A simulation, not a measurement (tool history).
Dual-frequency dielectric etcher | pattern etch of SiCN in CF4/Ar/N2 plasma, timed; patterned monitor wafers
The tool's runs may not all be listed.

run	hour	source power (kW)	bias power (kW)	Ar flow (sccm)	CF4 flow (sccm)	etch time (s)	mean etch depth across the wafer (Å)
1	0.0	0.410	0.060	104	44	67.5	455.66
2	5.1	0.380	0.060	104	44	67.5	418.00
3	13.5	0.410	0.060	104	44	67.5	454.46
4	15.1	0.410	0.060	104	44	70.5	482.90
5	18.5	0.410	0.060	104	37	70.5	460.05
6	24.9	0.410	0.060	104	41	70.5	474.28
# hour 27.6: CF4 flow controller replaced
7	27.6	0.330	0.058	105	41	70.5	372.81

Run 8 is up next; what results do you expect?
8	28.4	0.320	0.058	105	41	70.5	?

Run 8 gave mean etch depth across the wafer (Å) 358.42.
